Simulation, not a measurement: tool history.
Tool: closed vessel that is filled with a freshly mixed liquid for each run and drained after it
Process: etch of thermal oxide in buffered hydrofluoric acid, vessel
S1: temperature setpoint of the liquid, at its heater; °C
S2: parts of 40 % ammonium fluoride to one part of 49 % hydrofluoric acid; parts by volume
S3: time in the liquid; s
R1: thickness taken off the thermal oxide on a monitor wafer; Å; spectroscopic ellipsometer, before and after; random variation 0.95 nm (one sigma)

run    day    S1    S2  S3      R1
  1      0    23  14.5  90  706.73
  2  0.092    23  14.5  90  713.62
  3  0.262    23  14.5  90   705.1
  4  0.488  25.5  14.5  90  811.17
  5  0.596    27    14  90  924.91
  6    0.9    28    14  90  960.44
  7  1.042    29    14  90  1034.9
  8  1.142  29.5    14  90  1031.1
  9  1.508    30    14  90  1079.3

The next listed run, before its measurement:
 10  1.554  30.5  14  90   ?

R1: 1102.6 Å
